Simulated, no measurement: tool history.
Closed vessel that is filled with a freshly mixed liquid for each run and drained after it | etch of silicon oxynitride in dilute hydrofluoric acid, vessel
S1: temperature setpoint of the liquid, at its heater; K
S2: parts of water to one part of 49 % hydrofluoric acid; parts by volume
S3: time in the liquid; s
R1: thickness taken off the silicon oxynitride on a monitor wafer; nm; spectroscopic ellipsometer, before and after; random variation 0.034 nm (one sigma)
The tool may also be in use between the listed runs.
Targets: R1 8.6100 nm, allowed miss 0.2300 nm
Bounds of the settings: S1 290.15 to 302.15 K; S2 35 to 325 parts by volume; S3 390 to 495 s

Run 1, hour 0.0: S1 294.15 K, S2 180 parts by volume, S3 495 s. Result: R1 10.0610 nm.
Run 2, hour 2.5: S1 294.15 K, S2 240 parts by volume, S3 495 s. Result: R1 7.2451 nm.
Run 3, hour 11.7: S1 294.15 K, S2 285 parts by volume, S3 495 s. Result: R1 5.9260 nm.
Run 4, hour 20.1: S1 294.15 K, S2 225 parts by volume, S3 495 s. Result: R1 7.8374 nm.
Run 5, hour 26.1: S1 294.15 K, S2 225 parts by volume, S3 390 s. Result: R1 6.1449 nm.
Run 6, hour 28.1: S1 294.15 K, S2 225 parts by volume, S3 495 s. Result: R1 7.7964 nm.
Run 7, hour 37.4: S1 295.15 K, S2 225 parts by volume, S3 495 s. Result: R1 8.1704 nm.
Run 8, hour 46.7: S1 295.65 K, S2 225 parts by volume, S3 495 s. Result: R1 8.3741 nm.

5 next moves are on the table. One of them brings every result within its allowed miss. Which?
Run A, hour 56.0: S1 295.65 K, S2 185 parts by volume, S3 405 s. Result: R1 ?.
Run B, hour 56.0: S1 296.15 K, S2 205 parts by volume, S3 485 s. Result: R1 ?.
Run C, hour 56.0: S1 295.65 K, S2 210 parts by volume, S3 495 s. Result: R1 ?.
Run D, hour 56.0: S1 295.65 K, S2 200 parts by volume, S3 475 s. Result: R1 ?.
Run E, hour 56.0: S1 291.65 K, S2 145 parts by volume, S3 400 s. Result: R1 ?.

move      R1
   A  8.5344
   B  9.2990
   C  9.0264
   D  9.1596
   E  9.1588
A: meets every target
B: takes the result that was furthest off past its target
C: takes the result that was furthest off past its target
D: takes the result that was furthest off past its target
E: takes the result that was furthest off past its target
The right move is A.

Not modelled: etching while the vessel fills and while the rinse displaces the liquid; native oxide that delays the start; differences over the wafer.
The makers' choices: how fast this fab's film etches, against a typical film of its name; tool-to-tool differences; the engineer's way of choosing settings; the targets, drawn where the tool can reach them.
